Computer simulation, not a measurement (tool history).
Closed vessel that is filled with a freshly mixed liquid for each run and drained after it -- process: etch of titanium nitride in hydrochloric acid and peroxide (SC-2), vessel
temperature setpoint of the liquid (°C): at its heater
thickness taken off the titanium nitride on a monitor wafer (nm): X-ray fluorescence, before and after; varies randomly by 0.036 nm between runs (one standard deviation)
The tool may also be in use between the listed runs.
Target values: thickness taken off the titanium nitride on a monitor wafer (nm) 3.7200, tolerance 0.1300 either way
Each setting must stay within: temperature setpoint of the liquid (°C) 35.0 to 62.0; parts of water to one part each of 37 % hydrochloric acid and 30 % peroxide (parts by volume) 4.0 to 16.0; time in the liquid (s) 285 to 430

| run | day | temperature setpoint of the liquid (°C) | parts of water to one part each of 37 % hydrochloric acid and 30 % peroxide (parts by volume) | time in the liquid (s) | thickness taken off the titanium nitride on a monitor wafer (nm) |
|---|---|---|---|---|---|
| 1 | 0.000 | 46.0 | 9.0 | 430 | 6.1954 |
| 2 | 0.321 | 41.5 | 9.0 | 430 | 4.5593 |
| 3 | 0.438 | 41.0 | 9.0 | 430 | 4.3343 |
| 4 | 0.754 | 39.5 | 9.0 | 430 | 3.9635 |
| 5 | 0.900 | 39.5 | 10.5 | 430 | 3.4367 |
| 6 | 1.083 | 35.0 | 10.5 | 430 | 2.5080 |
| 7 | 1.262 | 35.5 | 10.5 | 430 | 2.6161 |
| 8 | 1.633 | 36.0 | 10.5 | 430 | 2.7134 |
| 9 | 1.925 | 36.5 | 10.5 | 430 | 2.7815 |
| 10 | 2.192 | 37.0 | 10.5 | 430 | 2.8697 |
| 11 | 2.538 | 37.5 | 10.5 | 430 | 2.9815 |
| 12 | 2.925 | 41.5 | 10.5 | 430 | 3.9313 |

Exercise: of the 4 proposed moves below, exactly one satisfies all targets within the stated allowed misses. Which move is it?
| A | 3.312 | 44.0 | 11.0 | 375 | ? |
| B | 3.312 | 45.0 | 13.0 | 420 | ? |
| C | 3.312 | 48.5 | 12.5 | 295 | ? |
| D | 3.312 | 40.0 | 8.5 | 405 | ? |

| move | thickness taken off the titanium nitride on a monitor wafer (nm) |
|---|---|
| A | 3.9327 |
| B | 4.0865 |
| C | 3.7563 |
| D | 3.9870 |
A: about as far from the targets as the last run
B: further off than the last run
C: every result lands within tolerance
D: further off than the last run
So the answer is move C, the one that meets all the targets.
